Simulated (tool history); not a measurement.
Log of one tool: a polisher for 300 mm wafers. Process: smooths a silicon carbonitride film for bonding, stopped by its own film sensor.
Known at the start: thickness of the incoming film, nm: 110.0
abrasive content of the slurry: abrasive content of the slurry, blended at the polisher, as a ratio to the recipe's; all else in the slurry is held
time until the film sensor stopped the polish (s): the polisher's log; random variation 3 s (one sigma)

run    day  flow of slurry (ml/min)  pressure of the wafer on the pad (kPa)  speed of the pad under the wafer (cm/s)  abrasive content of the slurry  target thickness at which the film sensor stops the polish (nm)  time until the film sensor stopped the polish (s)
  1      0                      265                                    17.9                                       98                               1                                                               75                                             109.37
  2  0.292                      215                                    17.9                                       98                               1                                                               75                                             113.73
  3  0.471                      210                                    15.9                                       92                               1                                                               75                                             136.05
  4  0.742                      205                                    14.5                                       88                               1                                                               75                                             152.76
  5  0.808                      205                                    14.5                                       88                               1                                                               74                                             157.01
  6  1.121                      205                                    14.5                                       88                             1.2                                                               74                                             143.75

The next listed run, before its measurement:
  7  1.275                      205                                    13.1                                       82                             1.2                                                               74                                                  ?

time until the film sensor stopped the polish (s): 168.01

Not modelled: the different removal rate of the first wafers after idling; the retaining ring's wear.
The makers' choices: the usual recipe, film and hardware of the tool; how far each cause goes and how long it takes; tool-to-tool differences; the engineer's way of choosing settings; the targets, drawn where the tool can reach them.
